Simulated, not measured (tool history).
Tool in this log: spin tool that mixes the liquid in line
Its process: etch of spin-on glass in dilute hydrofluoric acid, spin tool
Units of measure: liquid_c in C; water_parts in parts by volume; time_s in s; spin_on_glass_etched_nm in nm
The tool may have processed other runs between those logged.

run	hour	liquid_c	water_parts	time_s	spin_on_glass_etched_nm
1	0	26	180	20	4.9328
2	1.2	23	180	20	4.4436
3	9.9	25.5	175	20	4.9978
4	17.1	25.5	175	20	4.9803
5	22.2	27	170	20	5.4264
6	23.1	27	170	15	4.1242
7	25.1	28	150	15	4.9835
8	27.8	29	140	15	5.5805
9	29.8	30	135	15	5.9956

What will run 10 give?
10	37.3	31	130	15	?

{"run 10": {"spin_on_glass_etched_nm": 6.5061}}
